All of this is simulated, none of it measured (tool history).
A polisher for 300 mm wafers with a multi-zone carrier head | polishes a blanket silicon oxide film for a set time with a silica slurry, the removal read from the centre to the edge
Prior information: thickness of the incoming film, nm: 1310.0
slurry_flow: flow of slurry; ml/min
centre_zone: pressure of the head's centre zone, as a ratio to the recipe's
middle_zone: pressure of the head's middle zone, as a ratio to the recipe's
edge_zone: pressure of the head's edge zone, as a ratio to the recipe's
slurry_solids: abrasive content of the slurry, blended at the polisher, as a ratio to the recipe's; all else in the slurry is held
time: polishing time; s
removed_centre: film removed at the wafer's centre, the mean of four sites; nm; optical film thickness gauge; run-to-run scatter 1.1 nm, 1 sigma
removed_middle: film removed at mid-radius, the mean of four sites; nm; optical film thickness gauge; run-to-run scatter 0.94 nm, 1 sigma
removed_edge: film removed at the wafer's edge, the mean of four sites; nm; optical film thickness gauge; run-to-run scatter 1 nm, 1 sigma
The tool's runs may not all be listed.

run,day,slurry_flow,centre_zone,middle_zone,edge_zone,slurry_solids,time,removed_centre,removed_middle,removed_edge
1,0.000,200,1.00,1.00,1.00,1.00,79,160.930,163.250,160.660
2,0.350,200,1.00,1.03,1.00,1.00,79,164.460,165.360,159.340
3,0.450,195,1.04,1.01,0.98,0.85,66,126.230,118.690,116.080
4,0.496,195,1.04,1.01,0.98,0.85,75,140.410,140.710,132.150
5,0.654,195,1.07,0.97,0.97,0.75,68,116.430,109.010,106.130
6,0.842,195,1.13,0.97,0.97,0.75,68,127.610,106.920,106.400
7,1.112,190,1.12,0.93,0.94,0.70,66,111.380,91.414,96.157
8,1.462,195,1.11,0.93,0.91,0.65,63,96.725,82.569,81.402
9,1.838,195,1.10,0.91,0.89,0.65,63,95.659,80.273,81.524

What does the tool deliver on the next run?
10,2.092,195,1.09,0.90,0.87,0.65,63,?,?,?

removed_centre: 95.666 nm
removed_middle: 79.186 nm
removed_edge: 82.914 nm
